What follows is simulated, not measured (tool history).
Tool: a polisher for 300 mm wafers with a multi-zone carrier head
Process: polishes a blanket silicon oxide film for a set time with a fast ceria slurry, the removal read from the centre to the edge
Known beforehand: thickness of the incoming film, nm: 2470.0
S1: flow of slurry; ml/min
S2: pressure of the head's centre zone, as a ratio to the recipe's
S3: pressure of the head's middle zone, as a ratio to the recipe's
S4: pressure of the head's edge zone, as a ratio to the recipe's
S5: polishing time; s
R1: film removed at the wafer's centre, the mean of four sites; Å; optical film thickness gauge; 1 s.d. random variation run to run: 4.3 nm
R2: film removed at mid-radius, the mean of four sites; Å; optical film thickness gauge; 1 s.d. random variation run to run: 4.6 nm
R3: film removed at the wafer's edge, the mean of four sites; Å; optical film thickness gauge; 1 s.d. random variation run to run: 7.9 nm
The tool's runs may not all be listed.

{"run": 1, "hour": 0.0, "S1": 205, "S2": 1, "S3": 1, "S4": 1, "S5": 58, "R1": 9671, "R2": 9696.4, "R3": 9701.8}
{"run": 2, "hour": 5.5, "S1": 190, "S2": 0.94, "S3": 0.95, "S4": 1.01, "S5": 51, "R1": 7834.5, "R2": 8009.1, "R3": 8512.6}
{"run": 3, "hour": 10.0, "S1": 150, "S2": 0.94, "S3": 0.95, "S4": 1.01, "S5": 51, "R1": 7597.4, "R2": 7761.9, "R3": 8251.8}
{"run": 4, "hour": 16.3, "S1": 150, "S2": 1.02, "S3": 0.95, "S4": 1.01, "S5": 51, "R1": 8275.6, "R2": 7731.7, "R3": 8331}
{"run": 5, "hour": 25.0, "S1": 150, "S2": 1.02, "S3": 0.95, "S4": 1.01, "S5": 57, "R1": 9204, "R2": 8672.1, "R3": 9417.2}
{"run": 6, "hour": 26.9, "S1": 150, "S2": 1.02, "S3": 0.95, "S4": 0.96, "S5": 57, "R1": 8972, "R2": 8742.4, "R3": 9183.2}
{"run": 7, "hour": 31.3, "S1": 145, "S2": 0.96, "S3": 0.91, "S4": 0.97, "S5": 52, "R1": 7681.2, "R2": 7566.2, "R3": 8155.1}
{"run": 8, "hour": 40.0, "S1": 145, "S2": 0.96, "S3": 0.91, "S4": 0.97, "S5": 52, "R1": 7804, "R2": 7655.5, "R3": 8134.7}

Run 9 has not been measured yet. What should we expect?
{"run": 9, "hour": 45.9, "S1": 125, "S2": 0.86, "S3": 0.81, "S4": 1.07, "S5": 36, "R1": "?", "R2": "?", "R3": "?"}

{"run 9": {"R1": 4670.1, "R2": 4653.3, "R3": 5870.5}}
